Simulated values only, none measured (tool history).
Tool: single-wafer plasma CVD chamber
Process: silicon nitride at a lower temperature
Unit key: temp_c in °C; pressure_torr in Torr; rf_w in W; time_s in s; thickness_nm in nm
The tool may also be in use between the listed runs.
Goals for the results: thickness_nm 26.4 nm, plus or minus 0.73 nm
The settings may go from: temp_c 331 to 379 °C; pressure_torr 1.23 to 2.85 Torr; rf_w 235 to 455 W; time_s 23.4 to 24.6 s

| run | hour | temp_c | pressure_torr | rf_w | time_s | thickness_nm |
|---|---|---|---|---|---|---|
| 1 | 0 | 355 | 2.04 | 345 | 24.6 | 38.191 |
| 2 | 0.7 | 355 | 2.04 | 345 | 24.6 | 38.402 |
| 3 | 9.1 | 360 | 1.82 | 315 | 24.3 | 33.771 |
| 4 | 10.7 | 360 | 1.82 | 350 | 24.3 | 36.853 |
| 5 | 15.4 | 360 | 1.71 | 325 | 24.1 | 33.656 |
| 6 | 21.8 | 360 | 1.62 | 305 | 23.9 | 30.989 |
| 7 | 27.3 | 360 | 1.54 | 295 | 23.8 | 29.296 |
|  | 36.2 | thermocouple changed; heater temperature recalibrated |
| 8 | 36.2 | 360 | 1.47 | 290 | 23.8 | 28.337 |

Pick the move, out of 4, that brings all results within their allowed miss; only one does.
| A | 45.1 | 357 | 1.49 | 310 | 24.6 | ? |
| B | 45.1 | 362 | 1.42 | 280 | 23.4 | ? |
| C | 45.1 | 355 | 1.44 | 305 | 23.4 | ? |
| D | 45.1 | 370 | 1.41 | 325 | 23.9 | ? |

| move | thickness_nm |
|---|---|
| A | 31.361 |
| B | 26.842 |
| C | 29.015 |
| D | 30.618 |
A: misses by more than the last run did
B: all results in spec
C: misses by more than the last run did
D: misses by more than the last run did
So the answer is move B, the one that meets all the targets.
